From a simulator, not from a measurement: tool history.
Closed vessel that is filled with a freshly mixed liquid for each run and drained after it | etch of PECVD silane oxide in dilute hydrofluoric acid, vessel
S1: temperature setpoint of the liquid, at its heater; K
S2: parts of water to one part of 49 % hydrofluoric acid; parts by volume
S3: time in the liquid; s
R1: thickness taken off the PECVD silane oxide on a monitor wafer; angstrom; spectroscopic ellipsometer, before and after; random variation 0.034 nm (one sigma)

run 1 hour=0.0 | S1=295.15 S2=185 S3=55 | R1=51.128
run 2 hour=2.4 | S1=297.15 S2=185 S3=55 | R1=56.546
run 3 hour=4.9 | S1=296.15 S2=190 S3=55 | R1=51.688
run 4 hour=7.4 | S1=298.65 S2=190 S3=55 | R1=56.995
run 5 hour=13.2 | S1=298.65 S2=160 S3=55 | R1=71.510
run 6 hour=17.5 | S1=297.65 S2=170 S3=55 | R1=62.768
run 7 hour=18.7 | S1=293.65 S2=210 S3=55 | R1=42.428
run 8 hour=23.7 | S1=293.15 S2=210 S3=55 | R1=42.060
run 9 hour=27.6 | S1=292.65 S2=210 S3=55 | R1=40.765
run 10 hour=33.6 | S1=292.15 S2=210 S3=55 | R1=39.543

Forecast run 11:
run 11 hour=42.2 | S1=291.65 S2=210 S3=55 | R1=?

{"run 11": {"R1": 39.378}}
